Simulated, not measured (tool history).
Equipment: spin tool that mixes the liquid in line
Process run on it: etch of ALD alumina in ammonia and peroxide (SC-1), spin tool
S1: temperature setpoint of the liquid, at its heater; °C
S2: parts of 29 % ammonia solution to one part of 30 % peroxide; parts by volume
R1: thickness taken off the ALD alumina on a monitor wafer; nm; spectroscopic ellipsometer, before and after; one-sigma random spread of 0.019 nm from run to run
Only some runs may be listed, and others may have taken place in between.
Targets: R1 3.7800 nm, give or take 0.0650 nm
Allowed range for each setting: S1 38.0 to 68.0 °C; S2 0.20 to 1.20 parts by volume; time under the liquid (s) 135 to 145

run 1 hour=0.0 | S1=52.0 S2=0.85 time_under_the_liquid_(s)=135 | R1=6.3736
run 2 hour=5.1 | S1=49.0 S2=0.85 time_under_the_liquid_(s)=135 | R1=5.4388
run 3 hour=8.2 | S1=49.0 S2=0.65 time_under_the_liquid_(s)=135 | R1=5.2239
run 4 hour=13.4 | S1=49.0 S2=0.65 time_under_the_liquid_(s)=145 | R1=5.6649
run 5 hour=17.3 | S1=49.0 S2=0.95 time_under_the_liquid_(s)=145 | R1=5.8710
run 6 hour=22.9 | S1=49.0 S2=0.95 time_under_the_liquid_(s)=145 | R1=5.8155
run 7 hour=25.5 | S1=46.5 S2=0.95 time_under_the_liquid_(s)=145 | R1=5.0485
run 8 hour=27.4 | S1=45.0 S2=0.95 time_under_the_liquid_(s)=145 | R1=4.6682
run 9 hour=32.2 | S1=44.0 S2=0.95 time_under_the_liquid_(s)=145 | R1=4.3766
run 10 hour=33.4 | S1=43.0 S2=0.95 time_under_the_liquid_(s)=145 | R1=4.1464
run 11 hour=34.1 | S1=41.0 S2=0.95 time_under_the_liquid_(s)=145 | R1=3.6799

Exactly one of the 4 candidate moves below puts every result within its allowed miss. Which one?
run A hour=34.8 | S1=42.0 S2=1.05 time_under_the_liquid_(s)=135 | R1=?
run B hour=34.8 | S1=42.0 S2=0.85 time_under_the_liquid_(s)=135 | R1=?
run C hour=34.8 | S1=41.5 S2=0.90 time_under_the_liquid_(s)=145 | R1=?
run D hour=34.8 | S1=41.0 S2=1.10 time_under_the_liquid_(s)=140 | R1=?

move=A R1=3.6600
move=B R1=3.5867
move=C R1=3.7601
move=D R1=3.5923
A: lands further from the targets than the last run did
B: lands further from the targets than the last run did
C: meets every target
D: lands further from the targets than the last run did
Move C is the one to make.

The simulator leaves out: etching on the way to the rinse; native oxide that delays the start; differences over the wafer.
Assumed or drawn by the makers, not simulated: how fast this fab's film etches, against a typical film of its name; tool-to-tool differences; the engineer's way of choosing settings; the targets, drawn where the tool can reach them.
